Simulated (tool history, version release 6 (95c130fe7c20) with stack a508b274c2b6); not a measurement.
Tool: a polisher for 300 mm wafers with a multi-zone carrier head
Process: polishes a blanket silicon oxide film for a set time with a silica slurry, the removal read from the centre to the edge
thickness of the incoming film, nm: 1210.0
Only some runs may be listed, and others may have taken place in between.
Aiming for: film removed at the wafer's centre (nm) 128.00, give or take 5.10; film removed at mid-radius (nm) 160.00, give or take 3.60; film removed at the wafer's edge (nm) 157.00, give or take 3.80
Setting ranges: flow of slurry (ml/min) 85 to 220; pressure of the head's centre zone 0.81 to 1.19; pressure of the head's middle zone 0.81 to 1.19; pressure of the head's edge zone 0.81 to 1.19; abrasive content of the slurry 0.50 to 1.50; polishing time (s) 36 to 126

run,day,flow of slurry (ml/min),pressure of the head's centre zone,pressure of the head's middle zone,pressure of the head's edge zone,abrasive content of the slurry,polishing time (s),film removed at the wafer's centre (nm),film removed at mid-radius (nm),film removed at the wafer's edge (nm)
1,0.000,140,1.00,1.00,1.00,1.00,81,285.28,290.29,294.16
2,0.162,125,1.00,1.00,1.00,1.00,81,276.34,282.77,294.33
3,0.338,140,1.00,1.00,1.00,1.00,81,282.99,286.14,293.38
4,0.521,140,1.00,1.06,1.00,1.00,81,286.66,297.04,296.63
5,0.646,140,0.93,1.06,1.00,1.00,81,261.36,296.04,296.36
6,0.908,135,0.91,1.05,0.97,0.90,76,220.80,261.17,254.64
7,0.958,130,0.90,1.01,0.95,0.80,74,197.08,229.77,228.05
8,1.042,125,0.88,0.99,0.93,0.75,73,183.69,213.74,212.80
9,1.412,120,0.87,0.98,0.91,0.70,72,164.57,195.85,196.30
10,1.450,115,0.86,0.97,0.89,0.65,72,157.01,182.31,182.93
11,1.817,110,0.85,0.97,0.88,0.65,72,151.47,181.68,180.90
12,2.096,105,0.84,0.97,0.87,0.65,72,147.48,180.62,175.55
13,2.208,85,0.81,0.94,0.86,0.50,72,109.41,133.76,137.32
14,2.354,95,0.81,0.95,0.86,0.50,72,110.08,138.50,139.35
15,2.408,105,0.81,0.95,0.86,0.50,72,112.76,141.03,140.26
16,2.604,120,0.81,0.95,0.87,0.50,72,120.14,144.01,144.36
17,2.942,125,0.81,0.97,0.89,0.50,72,116.74,147.42,147.23

Exercise: of the 5 proposed moves below, exactly one satisfies all targets within the stated allowed misses. Which move is it?
A,3.279,125,0.84,1.03,0.90,0.55,67,?,?,?
B,3.279,140,0.92,0.96,0.83,0.50,66,?,?,?
C,3.279,105,0.84,0.95,0.88,0.50,72,?,?,?
D,3.279,100,0.81,1.07,0.87,0.65,65,?,?,?
E,3.279,140,0.81,0.97,0.86,0.65,61,?,?,?

move,film removed at the wafer's centre (nm),film removed at mid-radius (nm),film removed at the wafer's edge (nm)
A,126.62,155.21,148.55
B,127.64,136.74,130.70
C,119.34,140.47,140.89
D,129.73,169.79,158.56
E,131.07,160.67,155.02
A: nearer than the last run, and not there yet
B: misses by more than the last run did
C: misses by more than the last run did
D: moves the result that the last run missed by most past its target, out the other side
E: each result inside its tolerance
Answer: E
